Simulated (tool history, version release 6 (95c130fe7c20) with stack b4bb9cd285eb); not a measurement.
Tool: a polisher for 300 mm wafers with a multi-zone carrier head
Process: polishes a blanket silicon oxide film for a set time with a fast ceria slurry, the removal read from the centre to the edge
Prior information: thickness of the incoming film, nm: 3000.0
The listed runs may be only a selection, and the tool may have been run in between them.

run  hour  flow of slurry (ml/min)  pressure of the head's centre zone  pressure of the head's middle zone  pressure of the head's edge zone  polishing time (s)  film removed at the wafer's centre (angstrom)  film removed at mid-radius (angstrom)  film removed at the wafer's edge (angstrom)
  1     0                      240                                   1                                   1                                 1                  63                                         5674.4                                 5644.5                                       5613.9
  2   4.7                      240                                   1                                   1                                 1                  73                                         6609.1                                 6455.2                                         6562
  3  11.4                      235                                0.99                                0.97                              0.97                  69                                         6357.2                                 6074.2                                       6025.1
  4    13                      235                                0.99                                 0.9                              0.97                  69                                         6262.7                                 5659.1                                       6098.8
  5  18.4                      230                                0.97                                0.89                              0.95                  66                                         5734.4                                 5455.3                                       5849.7
  6  22.1                      225                                0.97                                0.88                              0.93                  63                                         5551.7                                 5095.8                                       5498.3

Predict the results of run 7:
  7  25.6                      225                                0.97                                0.88                              0.93                  63                                              ?                                      ?                                            ?

film removed at the wafer's centre (angstrom): 5607.4
film removed at mid-radius (angstrom): 5113
film removed at the wafer's edge (angstrom): 5493.4
